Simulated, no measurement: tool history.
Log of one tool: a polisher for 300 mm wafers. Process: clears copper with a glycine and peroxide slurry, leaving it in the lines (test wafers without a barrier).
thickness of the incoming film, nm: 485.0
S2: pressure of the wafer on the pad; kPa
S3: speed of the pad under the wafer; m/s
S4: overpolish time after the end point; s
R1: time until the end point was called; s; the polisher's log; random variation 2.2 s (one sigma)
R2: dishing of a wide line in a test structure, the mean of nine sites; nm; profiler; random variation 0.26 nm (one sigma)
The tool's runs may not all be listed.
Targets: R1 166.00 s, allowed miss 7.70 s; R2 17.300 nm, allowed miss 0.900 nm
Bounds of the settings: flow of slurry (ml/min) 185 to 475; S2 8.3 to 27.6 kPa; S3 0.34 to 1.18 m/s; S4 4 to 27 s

{"run": 1, "day": 0.0, "flow of slurry (ml/min)": 305, "S2": 17.9, "S3": 0.76, "S4": 14, "R1": 138.31, "R2": 32.961}
{"run": 2, "day": 0.154, "flow of slurry (ml/min)": 305, "S2": 16.5, "S3": 0.76, "S4": 12, "R1": 142.87, "R2": 28.055}
{"run": 3, "day": 0.404, "flow of slurry (ml/min)": 305, "S2": 16.5, "S3": 0.92, "S4": 12, "R1": 136.62, "R2": 29.675}
{"run": 4, "day": 0.612, "flow of slurry (ml/min)": 305, "S2": 12.4, "S3": 0.92, "S4": 12, "R1": 163.55, "R2": 25.003}
{"run": 5, "day": 0.971, "flow of slurry (ml/min)": 255, "S2": 12.4, "S3": 0.92, "S4": 12, "R1": 172.11, "R2": 24.753}
{"run": 6, "day": 1.138, "flow of slurry (ml/min)": 185, "S2": 12.4, "S3": 0.92, "S4": 12, "R1": 176.16, "R2": 24.52}
{"run": 7, "day": 1.308, "flow of slurry (ml/min)": 200, "S2": 12.4, "S3": 0.92, "S4": 10, "R1": 173.38, "R2": 20.16}
{"run": 8, "day": 1.525, "flow of slurry (ml/min)": 205, "S2": 12.4, "S3": 0.92, "S4": 9, "R1": 170.46, "R2": 18.876}

5 next moves are on the table. One of them brings every result within its allowed miss. Which?
{"run": "A", "day": 1.742, "flow of slurry (ml/min)": 280, "S2": 11.7, "S3": 0.88, "S4": 11, "R1": "?", "R2": "?"}
{"run": "B", "day": 1.742, "flow of slurry (ml/min)": 195, "S2": 15.2, "S3": 1.02, "S4": 8, "R1": "?", "R2": "?"}
{"run": "C", "day": 1.742, "flow of slurry (ml/min)": 225, "S2": 13.8, "S3": 0.84, "S4": 8, "R1": "?", "R2": "?"}
{"run": "D", "day": 1.742, "flow of slurry (ml/min)": 190, "S2": 15.2, "S3": 0.96, "S4": 7, "R1": "?", "R2": "?"}
{"run": "E", "day": 1.742, "flow of slurry (ml/min)": 310, "S2": 11.7, "S3": 0.92, "S4": 11, "R1": "?", "R2": "?"}

move=A R1=177.95 R2=21.830
move=B R1=141.84 R2=20.062
move=C R1=165.00 R2=17.477
move=D R1=146.71 R2=17.201
move=E R1=172.96 R2=22.387
A: further off than the last run
B: further off than the last run
C: meets every target
D: brings the result that was furthest off to its target, and leaves another outside
E: further off than the last run
Answer: C
